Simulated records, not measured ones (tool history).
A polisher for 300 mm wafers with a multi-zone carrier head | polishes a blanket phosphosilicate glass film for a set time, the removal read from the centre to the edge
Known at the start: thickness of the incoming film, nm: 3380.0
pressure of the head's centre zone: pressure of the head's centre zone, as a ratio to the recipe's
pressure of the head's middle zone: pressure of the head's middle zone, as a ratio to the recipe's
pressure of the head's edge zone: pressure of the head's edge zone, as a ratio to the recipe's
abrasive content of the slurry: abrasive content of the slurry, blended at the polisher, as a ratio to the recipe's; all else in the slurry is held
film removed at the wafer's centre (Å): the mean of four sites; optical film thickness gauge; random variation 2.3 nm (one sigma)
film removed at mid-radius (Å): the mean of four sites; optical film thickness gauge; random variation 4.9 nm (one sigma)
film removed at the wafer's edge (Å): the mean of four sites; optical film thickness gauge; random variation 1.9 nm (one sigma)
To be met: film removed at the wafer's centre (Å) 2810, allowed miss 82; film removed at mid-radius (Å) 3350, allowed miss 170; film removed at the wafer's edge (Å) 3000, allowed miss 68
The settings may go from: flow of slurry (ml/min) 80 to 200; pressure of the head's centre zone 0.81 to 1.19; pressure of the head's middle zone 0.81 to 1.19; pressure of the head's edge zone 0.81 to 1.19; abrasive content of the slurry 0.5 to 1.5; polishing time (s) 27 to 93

| run | hour | flow of slurry (ml/min) | pressure of the head's centre zone | pressure of the head's middle zone | pressure of the head's edge zone | abrasive content of the slurry | polishing time (s) | film removed at the wafer's centre (Å) | film removed at mid-radius (Å) | film removed at the wafer's edge (Å) |
|---|---|---|---|---|---|---|---|---|---|---|
| 1 | 0 | 130 | 1 | 1 | 1 | 1 | 59 | 4141.5 | 3846.8 | 3893.5 |
| 2 | 4.7 | 125 | 0.96 | 1.01 | 0.97 | 0.95 | 59 | 3865 | 3848.9 | 3686.6 |
| 3 | 5.3 | 115 | 0.93 | 1 | 0.96 | 0.9 | 59 | 3461.1 | 3509 | 3505 |
| 4 | 10.8 | 110 | 0.91 | 1.01 | 0.93 | 0.9 | 59 | 3342.6 | 3529.4 | 3442 |
| 5 | 18 | 105 | 0.9 | 1.02 | 0.91 | 0.9 | 59 | 3291 | 3403.2 | 3369 |
| 6 | 20.3 | 105 | 0.88 | 1.05 | 0.89 | 0.9 | 59 | 3201.7 | 3581.8 | 3328.8 |
| 7 | 25.1 | 100 | 0.87 | 1.06 | 0.88 | 0.9 | 59 | 3148.5 | 3506.3 | 3251 |
| 8 | 31.1 | 95 | 0.86 | 1.07 | 0.87 | 0.9 | 59 | 3075.3 | 3589.3 | 3256 |
| 9 | 33.9 | 95 | 0.85 | 1.07 | 0.86 | 0.9 | 59 | 3005.9 | 3456.7 | 3170.5 |
| 10 | 41.5 | 95 | 0.84 | 1.07 | 0.85 | 0.9 | 59 | 2931.6 | 3525.1 | 3208.9 |
|  | 49.5 | centre zone pressure recalibrated |
| 11 | 49.5 | 95 | 0.84 | 1.07 | 0.84 | 0.9 | 59 | 2760.1 | 3626.2 | 3181 |
| 12 | 52.1 | 90 | 0.93 | 1.02 | 0.82 | 0.8 | 59 | 2816 | 3045 | 2916.3 |

5 next moves are on the table. One of them brings every result within its allowed miss. Which?
| A | 54.7 | 90 | 0.88 | 1.02 | 0.83 | 0.85 | 61 | ? | ? | ? |
| B | 54.7 | 80 | 0.87 | 1.01 | 0.81 | 1.15 | 56 | ? | ? | ? |
| C | 54.7 | 95 | 0.97 | 0.94 | 0.91 | 0.8 | 59 | ? | ? | ? |
| D | 54.7 | 80 | 0.95 | 0.95 | 0.86 | 0.75 | 64 | ? | ? | ? |
| E | 54.7 | 85 | 0.92 | 1.09 | 0.83 | 0.85 | 59 | ? | ? | ? |

| move | film removed at the wafer's centre (Å) | film removed at mid-radius (Å) | film removed at the wafer's edge (Å) |
|---|---|---|---|
| A | 2784.7 | 3291.9 | 3117.1 |
| B | 2776.9 | 3323.7 | 3188.8 |
| C | 2937 | 2958.5 | 3080.8 |
| D | 2781.9 | 2915.6 | 3005 |
| E | 2746.9 | 3269.3 | 2969.6 |
A: brings the result that was furthest off to its target, and leaves another outside
B: brings the result that was furthest off to its target, and leaves another outside
C: further off than the last run
D: further off than the last run
E: meets every target
The right move is E.
